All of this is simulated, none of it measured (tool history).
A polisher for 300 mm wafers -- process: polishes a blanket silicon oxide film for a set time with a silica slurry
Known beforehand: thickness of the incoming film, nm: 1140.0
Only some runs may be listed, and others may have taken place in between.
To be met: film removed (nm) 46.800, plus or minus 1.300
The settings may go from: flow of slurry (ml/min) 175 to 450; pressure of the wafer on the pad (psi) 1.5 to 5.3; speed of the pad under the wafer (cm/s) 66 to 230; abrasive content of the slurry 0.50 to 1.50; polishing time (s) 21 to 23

run	hour	flow of slurry (ml/min)	pressure of the wafer on the pad (psi)	speed of the pad under the wafer (cm/s)	abrasive content of the slurry	polishing time (s)	film removed (nm)
1	0.0	290	3.4	146	1.00	23	65.582
2	9.0	290	3.2	146	1.00	23	62.555
3	9.7	290	3.9	146	1.00	23	75.124
4	10.3	290	3.5	146	1.00	23	68.437
5	18.5	290	4.3	146	1.00	23	82.727
6	24.9	290	3.8	146	1.00	23	74.137
7	32.2	290	3.4	146	1.00	23	67.156
8	36.8	290	3.1	146	1.00	23	60.431
9	43.9	290	2.9	146	1.00	23	56.894
10	47.0	290	2.8	146	1.00	23	54.775
11	50.9	290	2.7	146	1.00	23	52.808
12	59.5	290	2.6	146	1.00	23	50.947
13	65.5	290	2.5	146	1.00	23	49.912

Exactly one of the 5 candidate moves below puts every result within its allowed miss. Which one?
A	71.5	350	2.7	158	0.85	23	?
B	71.5	290	4.0	96	0.90	23	?
C	71.5	450	2.1	190	0.85	21	?
D	71.5	285	3.0	104	1.20	22	?
E	71.5	225	3.3	138	1.05	21	?

move	film removed (nm)
A	52.188
B	52.423
C	43.971
D	46.653
E	56.743
A: its largest miss is bigger than the last run's
B: its largest miss is bigger than the last run's
C: takes the result that was furthest off past its target
D: meets every target
E: its largest miss is bigger than the last run's
The right move is D.

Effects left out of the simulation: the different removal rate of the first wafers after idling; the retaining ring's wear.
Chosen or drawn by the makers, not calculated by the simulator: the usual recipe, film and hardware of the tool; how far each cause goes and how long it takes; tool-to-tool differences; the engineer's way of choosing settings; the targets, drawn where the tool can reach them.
